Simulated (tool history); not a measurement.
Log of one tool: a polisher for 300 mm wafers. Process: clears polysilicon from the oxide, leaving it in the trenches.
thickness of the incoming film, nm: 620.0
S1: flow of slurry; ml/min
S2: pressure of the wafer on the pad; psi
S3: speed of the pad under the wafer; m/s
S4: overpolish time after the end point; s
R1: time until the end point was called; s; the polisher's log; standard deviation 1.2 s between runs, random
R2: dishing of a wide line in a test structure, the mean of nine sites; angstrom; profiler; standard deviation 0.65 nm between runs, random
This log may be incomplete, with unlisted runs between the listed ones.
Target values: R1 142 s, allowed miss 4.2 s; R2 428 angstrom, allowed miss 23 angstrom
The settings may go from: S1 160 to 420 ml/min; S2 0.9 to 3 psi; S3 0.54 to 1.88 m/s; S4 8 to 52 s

{"run": 1, "hour": 0.0, "S1": 270, "S2": 1.9, "S3": 1.2, "S4": 26, "R1": 44.173, "R2": 713.45}
{"run": 2, "hour": 2.0, "S1": 270, "S2": 1.7, "S3": 1.2, "S4": 26, "R1": 49.517, "R2": 721.77}
{"run": 3, "hour": 5.8, "S1": 270, "S2": 2.1, "S3": 1.2, "S4": 26, "R1": 40.4, "R2": 748.3}
{"run": 4, "hour": 13.0, "S1": 240, "S2": 1.8, "S3": 1.04, "S4": 21, "R1": 53.905, "R2": 702.68}
{"run": 5, "hour": 15.7, "S1": 220, "S2": 1.6, "S3": 0.92, "S4": 18, "R1": 68.276, "R2": 654.49}
{"run": 6, "hour": 16.8, "S1": 260, "S2": 1.6, "S3": 0.92, "S4": 18, "R1": 66.955, "R2": 645.99}
{"run": 7, "hour": 25.6, "S1": 275, "S2": 1.4, "S3": 0.82, "S4": 15, "R1": 84.396, "R2": 552.15}
{"run": 8, "hour": 28.8, "S1": 290, "S2": 1.3, "S3": 0.76, "S4": 15, "R1": 95.12, "R2": 511.38}
{"run": 9, "hour": 35.1, "S1": 295, "S2": 1.2, "S3": 0.72, "S4": 15, "R1": 108.87, "R2": 480.68}
{"run": 10, "hour": 42.9, "S1": 300, "S2": 1.1, "S3": 0.7, "S4": 16, "R1": 119.85, "R2": 472.8}
{"run": 11, "hour": 51.3, "S1": 310, "S2": 1, "S3": 0.7, "S4": 17, "R1": 130.6, "R2": 467.36}
{"run": 12, "hour": 57.6, "S1": 385, "S2": 0.9, "S3": 0.66, "S4": 8, "R1": 152.09, "R2": 249.32}
{"run": 13, "hour": 58.8, "S1": 360, "S2": 0.9, "S3": 0.66, "S4": 8, "R1": 149.69, "R2": 241.38}
{"run": 14, "hour": 62.5, "S1": 325, "S2": 0.9, "S3": 0.64, "S4": 8, "R1": 154.6, "R2": 240.75}
{"run": 15, "hour": 65.0, "S1": 325, "S2": 0.9, "S3": 0.62, "S4": 10, "R1": 158.28, "R2": 287.27}
{"run": 16, "hour": 71.3, "S1": 325, "S2": 0.9, "S3": 0.62, "S4": 10, "R1": 159.81, "R2": 280.26}
{"run": 17, "hour": 75.2, "S1": 325, "S2": 0.9, "S3": 0.62, "S4": 10, "R1": 158.09, "R2": 284.93}
{"run": 18, "hour": 80.6, "S1": 305, "S2": 0.9, "S3": 0.6, "S4": 11, "R1": 165.95, "R2": 303.42}
{"run": 19, "hour": 87.5, "S1": 305, "S2": 0.9, "S3": 0.6, "S4": 11, "R1": 163.34, "R2": 300.14}
{"run": 20, "hour": 95.0, "S1": 305, "S2": 1, "S3": 0.58, "S4": 12, "R1": 152.94, "R2": 331.41}
{"run": 21, "hour": 102.6, "S1": 285, "S2": 1, "S3": 0.58, "S4": 13, "R1": 154.69, "R2": 349.13}
{"run": 22, "hour": 110.2, "S1": 285, "S2": 1, "S3": 0.58, "S4": 14, "R1": 155.94, "R2": 370.52}
{"run": 23, "hour": 112.8, "S1": 295, "S2": 1.2, "S3": 0.58, "S4": 27, "R1": 129.79, "R2": 589.55}
{"run": 24, "hour": 114.0, "S1": 320, "S2": 1.2, "S3": 0.58, "S4": 27, "R1": 128.64, "R2": 595.04}
{"run": 25, "hour": 118.7, "S1": 340, "S2": 1.2, "S3": 0.58, "S4": 26, "R1": 127.21, "R2": 577.73}
{"run": 26, "hour": 120.2, "S1": 415, "S2": 0.9, "S3": 0.58, "S4": 13, "R1": 164.11, "R2": 331.88}
{"run": 27, "hour": 126.4, "S1": 415, "S2": 1, "S3": 0.58, "S4": 14, "R1": 151.98, "R2": 377.76}
{"run": 28, "hour": 133.0, "S1": 415, "S2": 1.1, "S3": 0.58, "S4": 15, "R1": 137.13, "R2": 433.05}
{"run": 29, "hour": 136.7, "S1": 410, "S2": 1, "S3": 0.58, "S4": 16, "R1": 147.06, "R2": 413.07}

Which single option among these 4 for the next run brings every result within its allowed miss of target? Just one does.
{"run": "A", "hour": 140.4, "S1": 410, "S2": 0.9, "S3": 0.72, "S4": 13, "R1": "?", "R2": "?"}
{"run": "B", "hour": 140.4, "S1": 420, "S2": 0.9, "S3": 0.6, "S4": 16, "R1": "?", "R2": "?"}
{"run": "C", "hour": 140.4, "S1": 420, "S2": 0.9, "S3": 0.62, "S4": 15, "R1": "?", "R2": "?"}
{"run": "D", "hour": 140.4, "S1": 420, "S2": 1.1, "S3": 0.56, "S4": 16, "R1": "?", "R2": "?"}

move=A R1=139.11 R2=373.83
move=B R1=162.19 R2=387.69
move=C R1=157.78 R2=378.2
move=D R1=142.15 R2=422.16
A: gets the furthest-off result to its target, but another result is out of tolerance
B: lands further from the targets than the last run did
C: lands further from the targets than the last run did
D: in spec on every target
The right move is D.

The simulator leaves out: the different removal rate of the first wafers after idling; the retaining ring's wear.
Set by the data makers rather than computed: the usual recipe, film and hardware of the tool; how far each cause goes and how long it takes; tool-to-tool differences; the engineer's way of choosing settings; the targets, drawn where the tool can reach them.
